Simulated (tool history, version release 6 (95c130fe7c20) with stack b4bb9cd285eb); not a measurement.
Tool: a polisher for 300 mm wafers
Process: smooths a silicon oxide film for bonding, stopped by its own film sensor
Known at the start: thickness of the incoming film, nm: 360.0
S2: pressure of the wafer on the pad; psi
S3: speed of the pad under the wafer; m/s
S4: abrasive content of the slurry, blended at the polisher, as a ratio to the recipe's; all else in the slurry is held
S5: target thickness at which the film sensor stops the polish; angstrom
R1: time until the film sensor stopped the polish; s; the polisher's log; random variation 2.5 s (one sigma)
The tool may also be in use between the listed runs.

{"run": 1, "hour": 0.0, "flow of slurry (ml/min)": 245, "S2": 2.7, "S3": 0.86, "S4": 1.0, "S5": 2700, "R1": 91.272}
{"run": 2, "hour": 7.5, "flow of slurry (ml/min)": 245, "S2": 2.7, "S3": 0.86, "S4": 1.0, "S5": 2660, "R1": 97.632}
{"run": 3, "hour": 10.2, "flow of slurry (ml/min)": 245, "S2": 2.4, "S3": 0.84, "S4": 1.0, "S5": 2660, "R1": 110.99}
{"run": 4, "hour": 13.3, "flow of slurry (ml/min)": 245, "S2": 2.4, "S3": 0.84, "S4": 1.1, "S5": 2660, "R1": 107.86}
{"run": 5, "hour": 19.3, "flow of slurry (ml/min)": 245, "S2": 2.4, "S3": 0.84, "S4": 1.25, "S5": 2660, "R1": 97.076}
{"run": 6, "hour": 25.5, "flow of slurry (ml/min)": 245, "S2": 2.4, "S3": 0.74, "S4": 1.25, "S5": 2660, "R1": 104.97}
{"run": 7, "hour": 32.4, "flow of slurry (ml/min)": 245, "S2": 2.2, "S3": 0.7, "S4": 1.25, "S5": 2660, "R1": 117.14}
{"run": 8, "hour": 40.6, "flow of slurry (ml/min)": 245, "S2": 2.0, "S3": 0.66, "S4": 1.25, "S5": 2660, "R1": 136.03}
{"run": 9, "hour": 44.6, "flow of slurry (ml/min)": 245, "S2": 1.9, "S3": 0.66, "S4": 1.25, "S5": 2660, "R1": 140.4}
{"run": 10, "hour": 47.1, "flow of slurry (ml/min)": 245, "S2": 1.8, "S3": 0.66, "S4": 1.25, "S5": 2660, "R1": 148.23}

The next listed run, before its measurement:
{"run": 11, "hour": 52.2, "flow of slurry (ml/min)": 245, "S2": 1.7, "S3": 0.66, "S4": 1.25, "S5": 2660, "R1": "?"}

Run 11 gave R1 158.070 s.
